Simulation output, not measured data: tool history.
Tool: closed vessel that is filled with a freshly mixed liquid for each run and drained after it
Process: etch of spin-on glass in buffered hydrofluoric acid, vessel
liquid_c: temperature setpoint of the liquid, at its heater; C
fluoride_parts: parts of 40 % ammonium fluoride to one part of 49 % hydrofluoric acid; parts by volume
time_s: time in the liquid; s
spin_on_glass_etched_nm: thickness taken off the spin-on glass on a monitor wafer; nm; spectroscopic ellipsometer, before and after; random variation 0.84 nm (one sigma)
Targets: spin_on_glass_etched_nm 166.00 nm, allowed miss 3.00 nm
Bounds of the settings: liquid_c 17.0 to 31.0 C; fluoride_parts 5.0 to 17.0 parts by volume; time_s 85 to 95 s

run  hour  liquid_c  fluoride_parts  time_s  spin_on_glass_etched_nm
  1   0.0      23.0            10.5      85                   208.39
  2   3.4      23.0             8.5      85                   247.24
  3   7.4      23.0             8.5      95                   275.66
  4  15.6      26.0             8.5      95                   324.95
  5  18.2      24.0             9.0      95                   277.39
  6  26.5      22.5             9.5      95                   244.63
  7  32.7      21.5             9.5      95                   231.64
  8  34.7      20.5             9.5      95                   218.36
  9  40.4      19.5             9.5      95                   208.71
 10  48.9      17.0            11.0      95                   158.99

4 next moves are on the table. One of them brings every result within its allowed miss. Which?
  A  57.4      17.0            11.0      90                        ?
  B  57.4      17.0            10.5      95                        ?
  C  57.4      18.0            11.5      95                        ?
  D  57.4      17.0            10.5      90                        ?

move  spin_on_glass_etched_nm
   A                   149.61
   B                   165.26
   C                   160.07
   D                   156.56
A: further off than the last run
B: meets every target
C: nearer than the last run, and not there yet
D: further off than the last run
Answer: B
